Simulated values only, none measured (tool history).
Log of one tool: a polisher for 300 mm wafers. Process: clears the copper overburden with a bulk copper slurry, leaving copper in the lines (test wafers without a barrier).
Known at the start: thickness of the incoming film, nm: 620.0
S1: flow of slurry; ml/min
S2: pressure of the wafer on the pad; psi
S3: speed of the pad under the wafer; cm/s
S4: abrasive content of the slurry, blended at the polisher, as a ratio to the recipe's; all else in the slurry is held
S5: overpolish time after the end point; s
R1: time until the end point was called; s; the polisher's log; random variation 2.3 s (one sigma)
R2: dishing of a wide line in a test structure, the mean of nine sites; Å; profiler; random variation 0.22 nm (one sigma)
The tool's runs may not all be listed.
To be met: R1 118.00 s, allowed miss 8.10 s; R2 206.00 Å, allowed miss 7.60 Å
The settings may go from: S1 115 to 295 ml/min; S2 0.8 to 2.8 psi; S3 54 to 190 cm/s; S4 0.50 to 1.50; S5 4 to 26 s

run    day   S1   S2   S3    S4  S5      R1      R2
  1  0.000  190  1.8  122  1.00  13  114.32  450.16
  2  0.312  190  1.6  128  1.00  11  123.16  377.47
  3  0.625  190  1.5  136  1.00  10  121.71  342.89
  4  0.783  185  1.4  146  1.00   9  125.09  323.34
  5  1.133  205  1.3  150  1.00   8  127.06  285.93
  6  1.208  205  1.5  150  1.00   8  116.12  309.23
  7  1.471  220  1.4  154  1.00   7  119.53  279.87
  8  1.783  235  1.3  160  1.00   6  116.95  239.38
  9  1.871  245  1.3  160  1.00   6  114.68  240.13
 10  2.204  250  1.3  160  1.00   6  115.71  241.57
 11  2.446  255  1.3  160  1.00   6  113.98  247.83
 12  2.600  260  1.3  162  1.00   6  112.14  243.03
 13  2.917  275  1.1  166  1.00   4  124.28  162.43
 14  3.229  265  1.1  166  1.00   4  119.87  160.92
 15  3.508  265  1.1  164  1.00   4  121.32  158.73
     3.675  -- slurry nozzle cleaned
 16  3.675  260  1.1  164  1.00   4  119.57  162.21

Which of these 4 next moves meets every target?
  A  3.842  265  1.1  150  1.10   6   ?   ?
  B  3.842  290  1.0  118  1.50   7   ?   ?
  C  3.842  280  1.4  148  1.25   4   ?   ?
  D  3.842  290  1.0  170  1.20   5   ?   ?

move      R1      R2
   A  122.25  224.81
   B  140.75  226.37
   C  103.16  185.36
   D  115.24  201.80
A: takes the result that was furthest off past its target
B: takes the result that was furthest off past its target
C: nearer than the last run, and not there yet
D: meets every target
The right move is D.

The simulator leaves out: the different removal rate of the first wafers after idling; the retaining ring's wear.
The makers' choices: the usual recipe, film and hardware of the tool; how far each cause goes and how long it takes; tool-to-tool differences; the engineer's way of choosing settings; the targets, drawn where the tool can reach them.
